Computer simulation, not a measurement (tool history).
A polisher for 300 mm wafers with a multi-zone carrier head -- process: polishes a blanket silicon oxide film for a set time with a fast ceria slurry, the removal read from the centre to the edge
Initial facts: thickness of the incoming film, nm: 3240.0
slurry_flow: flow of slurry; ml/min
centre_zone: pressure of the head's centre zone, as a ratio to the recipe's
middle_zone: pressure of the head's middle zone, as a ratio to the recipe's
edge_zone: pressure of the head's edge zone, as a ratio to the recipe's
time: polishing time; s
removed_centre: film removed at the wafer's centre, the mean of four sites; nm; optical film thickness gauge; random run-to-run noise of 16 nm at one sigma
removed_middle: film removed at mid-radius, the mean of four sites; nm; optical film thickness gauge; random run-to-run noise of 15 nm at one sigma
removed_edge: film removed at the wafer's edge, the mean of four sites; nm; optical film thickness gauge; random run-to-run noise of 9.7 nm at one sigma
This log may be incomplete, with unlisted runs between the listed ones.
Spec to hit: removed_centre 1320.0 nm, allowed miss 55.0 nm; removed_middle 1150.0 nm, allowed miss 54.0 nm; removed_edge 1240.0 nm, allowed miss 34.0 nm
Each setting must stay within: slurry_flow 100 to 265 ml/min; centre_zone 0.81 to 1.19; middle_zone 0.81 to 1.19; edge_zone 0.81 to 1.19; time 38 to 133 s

run  hour  slurry_flow  centre_zone  middle_zone  edge_zone  time  removed_centre  removed_middle  removed_edge
  1   0.0          170         1.00         1.00       1.00    85          1097.0          1055.6        1059.0
  2   4.3          150         1.00         1.00       1.00    85          1054.2          1058.4        1052.8
  3   6.6          150         1.00         1.00       0.97    85          1050.5          1041.5        1049.3
  4  12.0          150         1.00         1.05       0.97    85          1070.7          1079.2        1025.3
  5  16.5          150         0.96         1.05       0.97    85          1018.6          1083.6        1034.0
  6  18.5          150         0.96         1.00       0.97    85          1021.5          1054.1        1049.8
  7  22.0          160         0.98         0.99       0.99    87          1072.5          1055.1        1095.0
  8  24.8          170         0.99         0.99       1.00    88          1114.9          1086.5        1123.9
  9  32.1          180         1.00         0.99       1.01    89          1159.0          1136.0        1137.3

Of the 4 settings listed for the next run, only one would bring every result within its allowed miss of target. Which one?
  A  39.4          155         0.85         0.97       1.04    96               ?               ?             ?
  B  39.4          140         0.96         0.81       1.04   101               ?               ?             ?
  C  39.4          160         1.05         0.90       0.97   100               ?               ?             ?
  D  39.4          190         0.93         1.12       0.97    83               ?               ?             ?

move  removed_centre  removed_middle  removed_edge
   A          1023.9          1168.0        1214.0
   B          1181.9          1034.5        1259.6
   C          1320.9          1149.2        1230.8
   D          1009.3          1184.4        1042.0
A: puts the biggest miss on target and leaves a different result outside tolerance
B: puts the biggest miss on target and leaves a different result outside tolerance
C: all results in spec
D: moves away from the targets compared with the last run
C meets every target.
